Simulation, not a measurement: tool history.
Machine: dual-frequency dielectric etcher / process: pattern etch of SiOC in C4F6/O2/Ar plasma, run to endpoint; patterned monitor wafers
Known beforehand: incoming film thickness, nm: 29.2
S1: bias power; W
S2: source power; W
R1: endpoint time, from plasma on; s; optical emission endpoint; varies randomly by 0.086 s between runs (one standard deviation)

run  hour   S1   S2      R1
  1   0.0  470  420  8.9888
  2   1.7  470  480  8.7829
  3   9.6  437  460  9.2005
  4  18.2  437  510  8.8319
  5  24.0  437  570  8.4927
  6  31.5  410  550  8.8911
  7  35.1  387  540  9.2806
  8  38.4  370  540  9.2702

The next listed run, before its measurement:
  9  41.4  354  520   ?

R1: 9.6953 s

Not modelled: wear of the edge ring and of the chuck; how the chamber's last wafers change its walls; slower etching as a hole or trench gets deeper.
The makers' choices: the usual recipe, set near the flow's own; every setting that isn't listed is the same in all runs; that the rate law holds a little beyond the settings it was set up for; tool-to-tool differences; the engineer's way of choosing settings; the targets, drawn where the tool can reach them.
